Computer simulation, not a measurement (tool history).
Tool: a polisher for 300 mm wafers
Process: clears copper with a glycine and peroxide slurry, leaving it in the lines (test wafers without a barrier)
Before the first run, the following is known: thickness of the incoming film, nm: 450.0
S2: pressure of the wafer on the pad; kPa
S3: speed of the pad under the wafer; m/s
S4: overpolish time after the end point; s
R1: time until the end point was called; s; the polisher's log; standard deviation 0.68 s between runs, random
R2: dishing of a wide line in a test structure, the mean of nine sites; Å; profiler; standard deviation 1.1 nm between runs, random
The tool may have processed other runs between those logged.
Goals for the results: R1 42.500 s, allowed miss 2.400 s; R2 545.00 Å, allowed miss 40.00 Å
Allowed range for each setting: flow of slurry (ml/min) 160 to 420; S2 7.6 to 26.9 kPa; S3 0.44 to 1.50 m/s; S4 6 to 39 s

run 1 hour=0.0 | flow_of_slurry_(ml/min)=270 S2=17.2 S3=0.96 S4=20 | R1=78.087 R2=509.58
run 2 hour=3.6 | flow_of_slurry_(ml/min)=335 S2=17.2 S3=0.96 S4=20 | R1=76.617 R2=508.91
run 3 hour=8.0 | flow_of_slurry_(ml/min)=335 S2=18.6 S3=1.00 S4=19 | R1=69.682 R2=526.65
run 4 hour=9.5 | flow_of_slurry_(ml/min)=335 S2=18.6 S3=1.00 S4=13 | R1=68.521 R2=430.67
run 5 hour=15.3 | flow_of_slurry_(ml/min)=335 S2=20.0 S3=1.02 S4=13 | R1=66.448 R2=435.54
run 6 hour=17.6 | flow_of_slurry_(ml/min)=335 S2=21.4 S3=1.08 S4=13 | R1=59.081 R2=461.03
run 7 hour=19.4 | flow_of_slurry_(ml/min)=335 S2=22.1 S3=1.10 S4=13 | R1=55.552 R2=494.51
run 8 hour=20.6 | flow_of_slurry_(ml/min)=335 S2=22.8 S3=1.12 S4=13 | R1=53.362 R2=483.62
run 9 hour=26.6 | flow_of_slurry_(ml/min)=335 S2=23.4 S3=1.14 S4=13 | R1=51.245 R2=500.43
run 10 hour=29.6 | flow_of_slurry_(ml/min)=335 S2=24.1 S3=1.16 S4=13 | R1=49.862 R2=505.96
run 11 hour=31.9 | flow_of_slurry_(ml/min)=335 S2=24.8 S3=1.18 S4=13 | R1=48.811 R2=514.24
run 12 hour=38.1 | flow_of_slurry_(ml/min)=335 S2=24.8 S3=1.18 S4=13 | R1=48.595 R2=518.06

Which of these 5 next moves meets every target?
run A hour=44.3 | flow_of_slurry_(ml/min)=335 S2=24.8 S3=1.10 S4=11 | R1=? R2=?
run B hour=44.3 | flow_of_slurry_(ml/min)=390 S2=26.9 S3=1.22 S4=13 | R1=? R2=?
run C hour=44.3 | flow_of_slurry_(ml/min)=300 S2=20.0 S3=1.06 S4=21 | R1=? R2=?
run D hour=44.3 | flow_of_slurry_(ml/min)=315 S2=26.2 S3=1.14 S4=10 | R1=? R2=?
run E hour=44.3 | flow_of_slurry_(ml/min)=290 S2=26.9 S3=0.90 S4=17 | R1=? R2=?

move=A R1=50.796 R2=436.10
move=B R1=42.959 R2=518.35
move=C R1=63.438 R2=541.49
move=D R1=47.221 R2=430.00
move=E R1=56.514 R2=525.68
A: its largest miss is bigger than the last run's
B: hits every target within its allowed miss
C: its largest miss is bigger than the last run's
D: its largest miss is bigger than the last run's
E: its largest miss is bigger than the last run's
Correct choice: B, which meets every target

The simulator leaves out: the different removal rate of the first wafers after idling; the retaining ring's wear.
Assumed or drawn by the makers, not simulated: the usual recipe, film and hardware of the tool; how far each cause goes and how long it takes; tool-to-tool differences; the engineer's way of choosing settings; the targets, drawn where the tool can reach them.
